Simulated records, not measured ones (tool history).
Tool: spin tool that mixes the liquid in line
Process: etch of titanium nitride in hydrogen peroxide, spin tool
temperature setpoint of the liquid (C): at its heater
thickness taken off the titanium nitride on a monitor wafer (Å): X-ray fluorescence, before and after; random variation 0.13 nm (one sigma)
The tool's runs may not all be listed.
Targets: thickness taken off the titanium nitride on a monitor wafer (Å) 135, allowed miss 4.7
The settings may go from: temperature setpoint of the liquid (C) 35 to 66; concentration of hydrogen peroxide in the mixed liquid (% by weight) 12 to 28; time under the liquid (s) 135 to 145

run	day	temperature setpoint of the liquid (C)	concentration of hydrogen peroxide in the mixed liquid (% by weight)	time under the liquid (s)	thickness taken off the titanium nitride on a monitor wafer (Å)
1	0	51	19	135	103.18
2	0.133	44.5	19	135	64.359
3	0.467	39	19	135	42.41
4	0.579	42.5	19	135	54.756
5	0.746	45.5	19	135	68.114
6	0.883	45.5	16	135	65.111
7	1.046	48	16	135	79.319
8	1.104	49.5	16	135	89.693
9	1.321	51	16	135	99.263
10	1.471	52	16	135	107.08
11	1.8	52.5	16	135	109.67
12	1.912	53	16	135	115.35
13	2.25	53.5	16	135	118.38
14	2.412	54	16	135	121.84
15	2.492	54.5	16	135	126.36

4 next moves are on the table. One of them brings every result within its allowed miss. Which?
A	2.571	53.5	16	135	?
B	2.571	54	14	140	?
C	2.571	53	24	145	?
D	2.571	53	17	145	?

move	thickness taken off the titanium nitride on a monitor wafer (Å)
A	119.28
B	124.59
C	134.88
D	125.26
A: further off than the last run
B: further off than the last run
C: meets every target
D: further off than the last run
Move C is the one to make.
